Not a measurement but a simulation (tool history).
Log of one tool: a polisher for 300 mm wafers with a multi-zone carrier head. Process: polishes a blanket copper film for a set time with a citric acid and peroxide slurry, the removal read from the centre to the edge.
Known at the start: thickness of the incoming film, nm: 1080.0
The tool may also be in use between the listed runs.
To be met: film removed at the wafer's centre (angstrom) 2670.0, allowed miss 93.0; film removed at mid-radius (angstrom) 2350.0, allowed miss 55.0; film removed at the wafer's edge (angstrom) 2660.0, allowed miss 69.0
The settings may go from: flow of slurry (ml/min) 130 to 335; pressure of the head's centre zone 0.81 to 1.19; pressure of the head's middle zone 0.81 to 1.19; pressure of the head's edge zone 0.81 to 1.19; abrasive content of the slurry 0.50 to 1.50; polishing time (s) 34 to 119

run	hour	flow of slurry (ml/min)	pressure of the head's centre zone	pressure of the head's middle zone	pressure of the head's edge zone	abrasive content of the slurry	polishing time (s)	film removed at the wafer's centre (angstrom)	film removed at mid-radius (angstrom)	film removed at the wafer's edge (angstrom)
1	0.0	215	1.00	1.00	1.00	1.00	76	2982.8	2879.1	2861.9
2	3.9	200	0.99	0.96	0.99	0.95	76	2930.8	2674.9	2779.7
3	10.2	200	0.99	1.02	0.99	0.95	76	2908.0	2804.4	2820.6
4	11.2	200	0.91	1.02	0.99	0.95	76	2678.5	2802.8	2789.9
5	18.7	200	0.91	1.02	1.03	0.95	76	2685.7	2849.0	2846.0
6	24.7	170	0.91	1.02	1.03	0.95	76	2580.5	2755.7	2806.6
7	30.6	160	0.93	0.98	1.02	0.95	76	2628.2	2648.5	2738.9
8	33.4	140	0.96	0.88	1.04	0.90	76	2556.2	2290.8	2666.4

4 next moves are on the table. One of them brings every result within its allowed miss. Which?
A	36.2	175	1.02	0.94	1.12	0.90	71	?	?	?
B	36.2	165	0.99	0.86	1.10	0.80	76	?	?	?
C	36.2	140	1.02	0.85	1.02	1.00	74	?	?	?
D	36.2	215	0.97	0.84	1.05	0.80	73	?	?	?

move	film removed at the wafer's centre (angstrom)	film removed at mid-radius (angstrom)	film removed at the wafer's edge (angstrom)
A	2684.6	2373.7	2681.3
B	2642.4	2241.4	2711.8
C	2740.2	2245.2	2669.9
D	2617.5	2211.1	2632.6
A: meets every target
B: brings the result that was furthest off to its target, and leaves another outside
C: brings the result that was furthest off to its target, and leaves another outside
D: brings the result that was furthest off to its target, and leaves another outside
Answer: A
